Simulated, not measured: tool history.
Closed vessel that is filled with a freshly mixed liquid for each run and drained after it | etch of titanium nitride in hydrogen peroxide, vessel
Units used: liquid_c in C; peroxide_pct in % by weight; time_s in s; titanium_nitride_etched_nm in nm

run 1 day=0 | liquid_c=49 peroxide_pct=18.5 time_s=575 | titanium_nitride_etched_nm=45.651
run 2 day=0.233 | liquid_c=42.5 peroxide_pct=18.5 time_s=575 | titanium_nitride_etched_nm=28.293
run 3 day=0.3 | liquid_c=44 peroxide_pct=18.5 time_s=575 | titanium_nitride_etched_nm=32.131
run 4 day=0.404 | liquid_c=44 peroxide_pct=18.5 time_s=615 | titanium_nitride_etched_nm=33.824
run 5 day=0.467 | liquid_c=45 peroxide_pct=18.5 time_s=615 | titanium_nitride_etched_nm=36.269
run 6 day=0.846 | liquid_c=46 peroxide_pct=18.5 time_s=615 | titanium_nitride_etched_nm=39.168
run 7 day=1.058 | liquid_c=47 peroxide_pct=18.5 time_s=615 | titanium_nitride_etched_nm=42.613

Run 8, settings as shown, results not yet in. Your forecast:
-- day=1.3 thermometer replaced
run 8 day=1.3 | liquid_c=51.5 peroxide_pct=18.5 time_s=615 | titanium_nitride_etched_nm=?

{"run 8": {"titanium_nitride_etched_nm": 53.97}}
